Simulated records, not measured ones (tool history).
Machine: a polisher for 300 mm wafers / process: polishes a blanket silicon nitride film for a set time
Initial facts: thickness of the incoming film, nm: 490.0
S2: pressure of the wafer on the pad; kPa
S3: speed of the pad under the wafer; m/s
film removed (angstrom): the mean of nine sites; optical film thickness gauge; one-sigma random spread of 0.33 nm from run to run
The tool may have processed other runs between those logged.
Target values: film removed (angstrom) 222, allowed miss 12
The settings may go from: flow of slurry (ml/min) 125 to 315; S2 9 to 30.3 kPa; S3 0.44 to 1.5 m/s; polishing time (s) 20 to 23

run 1 hour=0 | flow_of_slurry_(ml/min)=205 S2=19.3 S3=0.96 polishing_time_(s)=23 | film_removed_(angstrom)=294.53
run 2 hour=8.8 | flow_of_slurry_(ml/min)=205 S2=17.2 S3=0.96 polishing_time_(s)=23 | film_removed_(angstrom)=263.78
run 3 hour=12.2 | flow_of_slurry_(ml/min)=205 S2=17.2 S3=0.96 polishing_time_(s)=23 | film_removed_(angstrom)=259.4
run 4 hour=18 | flow_of_slurry_(ml/min)=205 S2=17.2 S3=0.96 polishing_time_(s)=23 | film_removed_(angstrom)=258.84
run 5 hour=26 | flow_of_slurry_(ml/min)=205 S2=17.2 S3=1.18 polishing_time_(s)=23 | film_removed_(angstrom)=306.98
-- hour=33.6 head pressure recalibrated
run 6 hour=33.6 | flow_of_slurry_(ml/min)=250 S2=17.2 S3=1.18 polishing_time_(s)=23 | film_removed_(angstrom)=340.7
run 7 hour=37 | flow_of_slurry_(ml/min)=230 S2=15.9 S3=1.18 polishing_time_(s)=23 | film_removed_(angstrom)=308.39
run 8 hour=38.2 | flow_of_slurry_(ml/min)=215 S2=14.5 S3=1.18 polishing_time_(s)=23 | film_removed_(angstrom)=284.91
run 9 hour=39.8 | flow_of_slurry_(ml/min)=205 S2=13.1 S3=1.18 polishing_time_(s)=23 | film_removed_(angstrom)=259.67
run 10 hour=43.4 | flow_of_slurry_(ml/min)=195 S2=12.4 S3=1.18 polishing_time_(s)=23 | film_removed_(angstrom)=234.63
run 11 hour=47.3 | flow_of_slurry_(ml/min)=190 S2=12.4 S3=1.18 polishing_time_(s)=23 | film_removed_(angstrom)=237.14
run 12 hour=48.5 | flow_of_slurry_(ml/min)=185 S2=12.4 S3=1.18 polishing_time_(s)=23 | film_removed_(angstrom)=241.41
run 13 hour=51.4 | flow_of_slurry_(ml/min)=180 S2=12.4 S3=1.18 polishing_time_(s)=23 | film_removed_(angstrom)=243.32

Which of these 5 next moves meets every target?
run A hour=54.3 | flow_of_slurry_(ml/min)=130 S2=13.1 S3=1.02 polishing_time_(s)=20 | film_removed_(angstrom)=?
run B hour=54.3 | flow_of_slurry_(ml/min)=195 S2=14.5 S3=1.28 polishing_time_(s)=22 | film_removed_(angstrom)=?
run C hour=54.3 | flow_of_slurry_(ml/min)=185 S2=13.1 S3=1.38 polishing_time_(s)=23 | film_removed_(angstrom)=?
run D hour=54.3 | flow_of_slurry_(ml/min)=180 S2=9 S3=1.38 polishing_time_(s)=22 | film_removed_(angstrom)=?
run E hour=54.3 | flow_of_slurry_(ml/min)=180 S2=12.4 S3=1.24 polishing_time_(s)=21 | film_removed_(angstrom)=?

move=A film_removed_(angstrom)=184.11
move=B film_removed_(angstrom)=282.24
move=C film_removed_(angstrom)=282.62
move=D film_removed_(angstrom)=188.02
move=E film_removed_(angstrom)=224.43
A: takes the biggest miss from the last run beyond its target
B: lands further from the targets than the last run did
C: lands further from the targets than the last run did
D: takes the biggest miss from the last run beyond its target
E: every result within its allowed miss
Answer: E
